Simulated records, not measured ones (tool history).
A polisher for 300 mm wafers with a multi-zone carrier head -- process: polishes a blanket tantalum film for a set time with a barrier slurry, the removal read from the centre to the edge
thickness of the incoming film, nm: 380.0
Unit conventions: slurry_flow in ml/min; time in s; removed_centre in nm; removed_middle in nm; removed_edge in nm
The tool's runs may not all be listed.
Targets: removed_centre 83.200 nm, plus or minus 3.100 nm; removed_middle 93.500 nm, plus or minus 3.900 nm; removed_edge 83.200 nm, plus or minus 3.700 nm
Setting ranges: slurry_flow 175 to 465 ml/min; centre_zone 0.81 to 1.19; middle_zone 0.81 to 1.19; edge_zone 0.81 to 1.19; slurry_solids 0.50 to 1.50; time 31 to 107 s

| run | hour | slurry_flow | centre_zone | middle_zone | edge_zone | slurry_solids | time | removed_centre | removed_middle | removed_edge |
|---|---|---|---|---|---|---|---|---|---|---|
| 1 | 0.0 | 295 | 1.00 | 1.00 | 1.00 | 1.00 | 69 | 111.410 | 113.640 | 111.010 |
| 2 | 8.0 | 295 | 1.05 | 1.00 | 1.00 | 1.00 | 69 | 116.310 | 113.920 | 110.930 |
| 3 | 16.2 | 295 | 1.05 | 1.00 | 1.07 | 1.00 | 69 | 116.110 | 116.930 | 114.500 |
| 4 | 23.2 | 295 | 1.04 | 1.01 | 1.06 | 0.95 | 68 | 109.600 | 112.660 | 112.240 |
| 5 | 24.2 | 295 | 1.04 | 1.01 | 1.06 | 0.95 | 80 | 132.380 | 131.830 | 132.020 |
| 6 | 30.3 | 295 | 1.04 | 1.02 | 1.04 | 0.90 | 78 | 125.670 | 125.960 | 126.060 |
| 7 | 36.4 | 300 | 1.04 | 1.04 | 1.02 | 0.85 | 76 | 121.960 | 124.850 | 122.850 |
| 8 | 42.6 | 305 | 1.04 | 1.05 | 1.00 | 0.80 | 74 | 117.940 | 121.240 | 113.780 |
| 9 | 48.2 | 310 | 1.03 | 1.05 | 0.99 | 0.75 | 73 | 111.810 | 119.710 | 110.140 |
| 10 | 53.3 | 310 | 1.03 | 1.05 | 0.99 | 0.75 | 73 | 113.580 | 118.410 | 111.710 |
| 11 | 53.9 | 315 | 0.95 | 1.05 | 0.89 | 0.50 | 59 | 76.265 | 85.602 | 76.198 |
| 12 | 60.9 | 315 | 0.95 | 1.05 | 0.90 | 0.50 | 59 | 75.359 | 86.989 | 76.244 |
| 13 | 63.8 | 315 | 0.96 | 1.05 | 0.91 | 0.50 | 59 | 77.458 | 85.937 | 78.166 |
| 14 | 72.0 | 320 | 0.96 | 1.06 | 0.91 | 0.50 | 59 | 77.274 | 87.076 | 78.023 |
| 15 | 72.8 | 325 | 0.96 | 1.07 | 0.91 | 0.50 | 59 | 76.959 | 86.909 | 76.152 |

Which one of the following 5 next-run settings gets every result inside its allowed miss? There is exactly one.
| A | 73.6 | 410 | 1.05 | 1.19 | 0.87 | 0.50 | 58 | ? | ? | ? |
| B | 73.6 | 375 | 0.85 | 1.19 | 0.85 | 0.50 | 55 | ? | ? | ? |
| C | 73.6 | 325 | 0.97 | 1.07 | 0.92 | 0.50 | 63 | ? | ? | ? |
| D | 73.6 | 285 | 0.81 | 1.04 | 1.01 | 0.50 | 66 | ? | ? | ? |
| E | 73.6 | 240 | 0.89 | 0.97 | 1.05 | 0.80 | 56 | ? | ? | ? |

| move | removed_centre | removed_middle | removed_edge |
|---|---|---|---|
| A | 85.788 | 96.587 | 75.519 |
| B | 65.255 | 91.071 | 70.496 |
| C | 84.184 | 93.982 | 83.057 |
| D | 72.478 | 94.938 | 90.093 |
| E | 74.675 | 84.038 | 86.742 |
A: the furthest-off result lands on target, but another misses its tolerance
B: its largest miss is bigger than the last run's
C: hits every target within its allowed miss
D: its largest miss is bigger than the last run's
E: its largest miss is bigger than the last run's
C is the move that brings every result within its allowed miss.
